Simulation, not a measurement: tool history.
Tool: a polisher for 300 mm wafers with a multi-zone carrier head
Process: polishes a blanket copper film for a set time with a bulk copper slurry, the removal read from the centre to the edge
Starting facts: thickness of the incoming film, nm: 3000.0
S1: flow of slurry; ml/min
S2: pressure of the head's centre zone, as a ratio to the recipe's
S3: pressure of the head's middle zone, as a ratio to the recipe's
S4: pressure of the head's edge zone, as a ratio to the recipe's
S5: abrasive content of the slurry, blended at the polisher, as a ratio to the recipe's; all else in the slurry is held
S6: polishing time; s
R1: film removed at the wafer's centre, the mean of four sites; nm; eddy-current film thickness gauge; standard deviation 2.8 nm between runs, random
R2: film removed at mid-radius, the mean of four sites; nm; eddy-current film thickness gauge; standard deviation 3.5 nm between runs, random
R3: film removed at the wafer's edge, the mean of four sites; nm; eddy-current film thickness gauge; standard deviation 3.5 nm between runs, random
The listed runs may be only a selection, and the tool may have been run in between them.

Run 1, day 0.000: S1 310 ml/min, S2 1.00, S3 1.00, S4 1.00, S5 1.00, S6 72 s. Result: R1 488.34 nm, R2 480.15 nm, R3 463.59 nm.
Run 2, day 0.050: S1 310 ml/min, S2 1.00, S3 1.00, S4 1.00, S5 0.85, S6 72 s. Result: R1 456.84 nm, R2 447.24 nm, R3 451.29 nm.
Run 3, day 0.346: S1 350 ml/min, S2 1.00, S3 1.00, S4 1.00, S5 0.85, S6 72 s. Result: R1 461.50 nm, R2 456.47 nm, R3 435.42 nm.
Run 4, day 0.429: S1 350 ml/min, S2 1.00, S3 1.00, S4 1.00, S5 0.85, S6 83 s. Result: R1 533.35 nm, R2 535.71 nm, R3 525.88 nm.
Run 5, day 0.475: S1 360 ml/min, S2 1.01, S3 0.99, S4 0.98, S5 0.80, S6 78 s. Result: R1 495.94 nm, R2 482.89 nm, R3 472.77 nm.
Run 6, day 0.596: S1 360 ml/min, S2 1.01, S3 1.05, S4 0.98, S5 0.80, S6 78 s. Result: R1 505.29 nm, R2 520.34 nm, R3 469.74 nm.

What does the tool deliver on the next run?
Run 7, day 0.908: S1 370 ml/min, S2 1.02, S3 1.04, S4 0.97, S5 0.75, S6 74 s. Result: R1 ?, R2 ?, R3 ?.

Logged for run 7: R1 483.70 nm, R2 470.68 nm, R3 438.51 nm.
